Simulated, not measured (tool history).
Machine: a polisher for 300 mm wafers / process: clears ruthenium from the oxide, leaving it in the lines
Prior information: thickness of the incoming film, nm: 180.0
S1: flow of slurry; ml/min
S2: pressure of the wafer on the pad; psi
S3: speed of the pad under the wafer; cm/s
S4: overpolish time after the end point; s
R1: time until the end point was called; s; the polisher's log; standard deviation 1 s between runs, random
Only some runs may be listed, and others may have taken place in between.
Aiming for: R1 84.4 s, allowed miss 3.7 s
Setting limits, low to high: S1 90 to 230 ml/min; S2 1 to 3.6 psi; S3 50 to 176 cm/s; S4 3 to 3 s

run  hour   S1   S2   S3  S4      R1
  1     0  150  2.3  112   3  127.07
  2   8.6  150  2.3  112   3  128.44
  3    17  185  2.3  112   3  121.92
  4  19.4  185  2.4  112   3  118.46
  5    21  185  2.5  112   3  115.26
  6  24.3  185  2.5  102   3  127.04
  7    29  185  2.6  102   3  121.01
  8  31.4  185  2.7  102   3  118.58
  9  37.1  185  2.8  102   3  115.93
 10  40.8  185  2.9  102   3  109.71
 11  48.8  185    3  102   3  105.64
 12  53.3  185  3.1  102   3  104.03
 13  55.8  190  3.6  104   3  89.737

4 next moves are on the table. One of them brings every result within its allowed miss. Which?
  A  58.3  190  3.6  100   3   ?
  B  58.3  180  3.6  122   3   ?
  C  58.3  190  3.6  110   3   ?
  D  58.3  175  3.2  106   3   ?

move      R1
   A  93.565
   B  79.312
   C  86.269
   D  99.626
A: the biggest miss grows against the last run
B: takes the result that was furthest off past its target
C: all results land within tolerance of their targets
D: the biggest miss grows against the last run
So the answer is move C, the one that meets all the targets.
